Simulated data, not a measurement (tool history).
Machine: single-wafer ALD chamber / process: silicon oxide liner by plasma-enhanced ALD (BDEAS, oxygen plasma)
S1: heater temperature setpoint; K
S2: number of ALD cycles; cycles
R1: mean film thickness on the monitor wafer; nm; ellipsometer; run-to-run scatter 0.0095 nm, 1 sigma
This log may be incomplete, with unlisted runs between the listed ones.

run,hour,S1,S2,R1
1,0.0,583.15,49,4.5657
2,2.5,584.15,48,4.4815
3,5.2,593.15,48,4.4170
4,12.7,589.15,48,4.4209
5,19.0,589.15,52,4.8032
6,23.4,581.15,52,4.8563

Predict the results of run 7:
7,32.3,589.15,44,?

Logged for run 7: R1 4.0475 nm.

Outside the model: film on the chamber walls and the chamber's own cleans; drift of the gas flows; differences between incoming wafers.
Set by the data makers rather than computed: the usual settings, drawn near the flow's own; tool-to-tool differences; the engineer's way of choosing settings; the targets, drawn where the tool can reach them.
